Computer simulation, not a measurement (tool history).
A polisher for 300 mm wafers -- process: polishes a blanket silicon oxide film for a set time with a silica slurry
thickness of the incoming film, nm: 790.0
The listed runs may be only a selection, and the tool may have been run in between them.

run	hour	flow of slurry (ml/min)	pressure of the wafer on the pad (kPa)	speed of the pad under the wafer (m/s)	abrasive content of the slurry	polishing time (s)	film removed (nm)
1	0.0	185	22.1	1.18	1.0	30	86.154
2	6.2	155	22.1	1.18	1.0	30	83.536
3	12.2	155	22.1	1.18	1.0	26	72.645
4	17.2	185	24.1	1.18	1.0	26	79.740
5	17.8	190	27.6	1.20	1.0	26	93.434
6	19.6	190	27.6	1.06	1.0	26	86.541
7	27.2	195	29.6	1.06	1.0	26	93.859
8	31.2	200	31.0	1.06	1.0	26	98.492
9	33.9	205	31.7	1.06	1.0	26	101.660

The next listed run, before its measurement:
10	41.9	210	32.4	1.06	1.0	26	?

Run 10 measured film removed (nm) 105.480.

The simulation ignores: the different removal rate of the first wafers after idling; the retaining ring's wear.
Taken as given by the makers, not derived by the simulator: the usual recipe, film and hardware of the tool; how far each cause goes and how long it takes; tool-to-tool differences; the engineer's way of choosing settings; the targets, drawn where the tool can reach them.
